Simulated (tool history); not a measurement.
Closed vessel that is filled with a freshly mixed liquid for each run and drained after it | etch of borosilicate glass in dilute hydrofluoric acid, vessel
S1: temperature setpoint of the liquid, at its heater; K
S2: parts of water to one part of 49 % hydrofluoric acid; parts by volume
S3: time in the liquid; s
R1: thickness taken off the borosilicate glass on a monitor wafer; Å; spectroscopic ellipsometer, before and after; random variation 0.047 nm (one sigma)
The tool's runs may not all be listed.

run	hour	S1	S2	S3	R1
1	0.0	296.15	105	105	204.68
2	1.6	295.65	105	105	200.89
3	4.8	295.65	105	110	209.78
4	13.5	295.65	105	110	209.44
5	17.3	295.65	105	105	201.03
6	21.4	298.15	105	105	221.88
7	22.7	298.15	105	105	221.24
8	30.0	298.15	105	105	220.52
9	31.5	297.15	105	105	212.93
10	35.0	296.15	105	105	202.84
11	36.1	295.65	105	105	200.94

Run 12 comes next. What will it give?
12	41.4	295.15	105	105	?

R1: 197.48 Å
